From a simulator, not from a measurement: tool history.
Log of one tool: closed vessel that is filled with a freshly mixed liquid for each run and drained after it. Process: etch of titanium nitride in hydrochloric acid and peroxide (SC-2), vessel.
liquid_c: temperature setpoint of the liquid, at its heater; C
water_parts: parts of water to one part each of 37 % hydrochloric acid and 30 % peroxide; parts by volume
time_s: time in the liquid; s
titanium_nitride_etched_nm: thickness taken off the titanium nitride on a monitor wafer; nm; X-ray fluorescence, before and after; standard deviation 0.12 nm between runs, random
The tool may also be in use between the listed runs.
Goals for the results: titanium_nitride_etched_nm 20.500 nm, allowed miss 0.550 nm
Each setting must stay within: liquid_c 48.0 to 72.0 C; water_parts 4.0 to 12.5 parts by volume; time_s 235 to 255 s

run 1 hour=0.0 | liquid_c=64.0 water_parts=7.0 time_s=235 | titanium_nitride_etched_nm=32.070
run 2 hour=8.6 | liquid_c=64.0 water_parts=7.0 time_s=255 | titanium_nitride_etched_nm=35.021
run 3 hour=15.9 | liquid_c=64.0 water_parts=8.0 time_s=255 | titanium_nitride_etched_nm=31.503
run 4 hour=18.7 | liquid_c=64.0 water_parts=8.0 time_s=255 | titanium_nitride_etched_nm=31.263
run 5 hour=22.3 | liquid_c=63.0 water_parts=8.0 time_s=255 | titanium_nitride_etched_nm=29.205
-- hour=25.9 thermometer replaced
run 6 hour=25.9 | liquid_c=62.0 water_parts=8.0 time_s=255 | titanium_nitride_etched_nm=24.235
run 7 hour=30.2 | liquid_c=61.0 water_parts=8.0 time_s=255 | titanium_nitride_etched_nm=23.066
run 8 hour=38.7 | liquid_c=60.5 water_parts=8.0 time_s=255 | titanium_nitride_etched_nm=22.110
run 9 hour=42.0 | liquid_c=60.0 water_parts=8.0 time_s=255 | titanium_nitride_etched_nm=21.513

Exercise: of the 5 proposed moves below, exactly one satisfies all targets within the stated allowed misses. Which move is it?
run A hour=45.3 | liquid_c=64.5 water_parts=10.5 time_s=240 | titanium_nitride_etched_nm=?
run B hour=45.3 | liquid_c=57.0 water_parts=6.0 time_s=235 | titanium_nitride_etched_nm=?
run C hour=45.3 | liquid_c=58.5 water_parts=6.5 time_s=240 | titanium_nitride_etched_nm=?
run D hour=45.3 | liquid_c=53.5 water_parts=5.0 time_s=235 | titanium_nitride_etched_nm=?
run E hour=45.3 | liquid_c=58.5 water_parts=6.0 time_s=240 | titanium_nitride_etched_nm=?

move=A titanium_nitride_etched_nm=21.517
move=B titanium_nitride_etched_nm=20.607
move=C titanium_nitride_etched_nm=21.790
move=D titanium_nitride_etched_nm=18.788
move=E titanium_nitride_etched_nm=23.152
A: about as far from the targets as the last run
B: each result inside its tolerance
C: moves away from the targets compared with the last run
D: moves the result that the last run missed by most past its target, out the other side
E: moves away from the targets compared with the last run
The move that meets every target is B.

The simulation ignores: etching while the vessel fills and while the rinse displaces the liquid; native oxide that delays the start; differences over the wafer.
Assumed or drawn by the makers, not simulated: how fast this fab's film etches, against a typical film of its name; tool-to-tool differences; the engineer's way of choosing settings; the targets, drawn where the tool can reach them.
